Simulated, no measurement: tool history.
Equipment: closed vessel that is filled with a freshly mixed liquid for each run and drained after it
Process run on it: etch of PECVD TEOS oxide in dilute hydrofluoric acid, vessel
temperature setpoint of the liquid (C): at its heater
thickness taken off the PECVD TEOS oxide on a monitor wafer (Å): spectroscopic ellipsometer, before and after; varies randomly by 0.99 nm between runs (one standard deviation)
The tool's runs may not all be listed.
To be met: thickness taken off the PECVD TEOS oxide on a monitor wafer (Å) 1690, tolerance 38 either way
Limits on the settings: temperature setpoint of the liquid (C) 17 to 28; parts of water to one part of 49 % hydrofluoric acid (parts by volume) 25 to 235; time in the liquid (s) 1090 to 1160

| run | hour | temperature setpoint of the liquid (C) | parts of water to one part of 49 % hydrofluoric acid (parts by volume) | time in the liquid (s) | thickness taken off the PECVD TEOS oxide on a monitor wafer (Å) |
|---|---|---|---|---|---|
| 1 | 0 | 20 | 130 | 1090 | 1145.6 |
| 2 | 9.2 | 21 | 130 | 1090 | 1192.2 |
| 3 | 11 | 21 | 85 | 1090 | 1921.7 |
| 4 | 16.1 | 20.5 | 85 | 1090 | 1882.7 |
| 5 | 23.6 | 20 | 85 | 1090 | 1842.9 |
| 6 | 30.6 | 20 | 65 | 1090 | 2445.4 |
| 7 | 37.5 | 19.5 | 70 | 1090 | 2215.7 |
| 8 | 41.7 | 19 | 70 | 1090 | 2180.3 |
| 9 | 44.6 | 18 | 80 | 1090 | 1803 |
| 10 | 49.2 | 17.5 | 80 | 1090 | 1771.5 |
| 11 | 54.3 | 17 | 85 | 1090 | 1619.2 |

Exercise: of the 5 proposed moves below, exactly one satisfies all targets within the stated allowed misses. Which move is it?
| A | 59.4 | 19.5 | 95 | 1090 | ? |
| B | 59.4 | 17 | 85 | 1130 | ? |
| C | 59.4 | 17 | 90 | 1160 | ? |
| D | 59.4 | 17.5 | 95 | 1160 | ? |
| E | 59.4 | 17 | 90 | 1130 | ? |

| move | thickness taken off the PECVD TEOS oxide on a monitor wafer (Å) |
|---|---|
| A | 1581.9 |
| B | 1668.3 |
| C | 1608.9 |
| D | 1548.6 |
| E | 1567.3 |
A: moves away from the targets compared with the last run
B: every result within its allowed miss
C: moves away from the targets compared with the last run
D: moves away from the targets compared with the last run
E: moves away from the targets compared with the last run
B is the move that brings every result within its allowed miss.
